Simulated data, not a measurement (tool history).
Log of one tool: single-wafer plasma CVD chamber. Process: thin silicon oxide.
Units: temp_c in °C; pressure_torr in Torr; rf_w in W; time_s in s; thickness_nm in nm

| run | hour | temp_c | pressure_torr | rf_w | time_s | thickness_nm |
|---|---|---|---|---|---|---|
| 1 | 0 | 410 | 0.664 | 285 | 6.86 | 9.3721 |
| 2 | 4.2 | 410 | 0.664 | 285 | 6.54 | 8.9441 |
| 3 | 12.7 | 410 | 0.779 | 285 | 6.54 | 10.361 |
| 4 | 19.2 | 410 | 0.881 | 285 | 6.54 | 11.46 |
| 5 | 27.4 | 416 | 0.881 | 285 | 6.54 | 11.458 |
| 6 | 36 | 416 | 0.881 | 285 | 6.54 | 11.391 |
| 7 | 36.7 | 416 | 0.835 | 285 | 6.54 | 11.029 |
| 8 | 43.1 | 416 | 0.832 | 285 | 6.54 | 10.881 |

Forecast run 9:
| 9 | 49 | 416 | 0.83 | 285 | 6.54 | ? |

Run 9 gave thickness_nm 10.806 nm.
